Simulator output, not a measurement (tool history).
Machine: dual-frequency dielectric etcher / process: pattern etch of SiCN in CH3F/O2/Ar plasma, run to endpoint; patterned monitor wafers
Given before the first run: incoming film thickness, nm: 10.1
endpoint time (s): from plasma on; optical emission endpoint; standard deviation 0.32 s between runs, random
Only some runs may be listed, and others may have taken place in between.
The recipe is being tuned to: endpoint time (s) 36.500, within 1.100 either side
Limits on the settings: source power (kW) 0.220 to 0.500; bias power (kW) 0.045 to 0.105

Run 1, hour 0.0: source power (kW) 0.360, bias power (kW) 0.075. Result: endpoint time (s) 29.590.
Run 2, hour 1.6: source power (kW) 0.360, bias power (kW) 0.081. Result: endpoint time (s) 29.008.
Run 3, hour 4.6: source power (kW) 0.310, bias power (kW) 0.081. Result: endpoint time (s) 30.511.
Run 4, hour 5.3: source power (kW) 0.300, bias power (kW) 0.078. Result: endpoint time (s) 31.501.
Run 5, hour 12.8: source power (kW) 0.290, bias power (kW) 0.076. Result: endpoint time (s) 31.436.
Run 6, hour 17.9: source power (kW) 0.290, bias power (kW) 0.071. Result: endpoint time (s) 32.362.
Run 7, hour 25.8: source power (kW) 0.280, bias power (kW) 0.069. Result: endpoint time (s) 33.333.
Run 8, hour 27.6: source power (kW) 0.270, bias power (kW) 0.068. Result: endpoint time (s) 33.621.
Run 9, hour 33.6: source power (kW) 0.260, bias power (kW) 0.067. Result: endpoint time (s) 34.367.
Run 10, hour 37.1: source power (kW) 0.260, bias power (kW) 0.066. Result: endpoint time (s) 33.905.
Run 11, hour 46.0: source power (kW) 0.250, bias power (kW) 0.065. Result: endpoint time (s) 34.670.

4 candidate next runs follow, results not yet known. Just one meets every target within its allowed miss. Identify it.
Run A, hour 54.9: source power (kW) 0.290, bias power (kW) 0.068. Result: endpoint time (s) ?.
Run B, hour 54.9: source power (kW) 0.220, bias power (kW) 0.065. Result: endpoint time (s) ?.
Run C, hour 54.9: source power (kW) 0.260, bias power (kW) 0.066. Result: endpoint time (s) ?.
Run D, hour 54.9: source power (kW) 0.280, bias power (kW) 0.074. Result: endpoint time (s) ?.

move  endpoint time (s)
   A             33.010
   B             36.346
   C             34.422
   D             32.598
A: its largest miss is bigger than the last run's
B: all results land within tolerance of their targets
C: its largest miss is bigger than the last run's
D: its largest miss is bigger than the last run's
Go with B: it meets all targets.
